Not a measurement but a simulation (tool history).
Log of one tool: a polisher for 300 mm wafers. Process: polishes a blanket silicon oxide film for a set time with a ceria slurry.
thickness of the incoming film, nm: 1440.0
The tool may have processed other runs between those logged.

run	hour	flow of slurry (ml/min)	pressure of the wafer on the pad (psi)	speed of the pad under the wafer (m/s)	polishing time (s)	film removed (nm)
1	0.0	255	3.8	1.06	57	303.65
2	8.5	260	4.0	1.06	57	320.45
3	14.2	260	4.1	1.06	57	325.99
4	22.7	260	4.1	0.92	57	293.18
5	31.3	260	4.3	0.92	57	302.85
6	36.1	260	3.7	0.92	57	271.52
7	43.6	270	4.1	0.92	57	293.19
8	45.8	275	4.4	0.92	57	306.36
9	54.8	275	4.7	0.92	57	326.20

Predict the results of run 10:
10	60.7	275	4.9	0.92	57	?

film removed (nm): 342.30

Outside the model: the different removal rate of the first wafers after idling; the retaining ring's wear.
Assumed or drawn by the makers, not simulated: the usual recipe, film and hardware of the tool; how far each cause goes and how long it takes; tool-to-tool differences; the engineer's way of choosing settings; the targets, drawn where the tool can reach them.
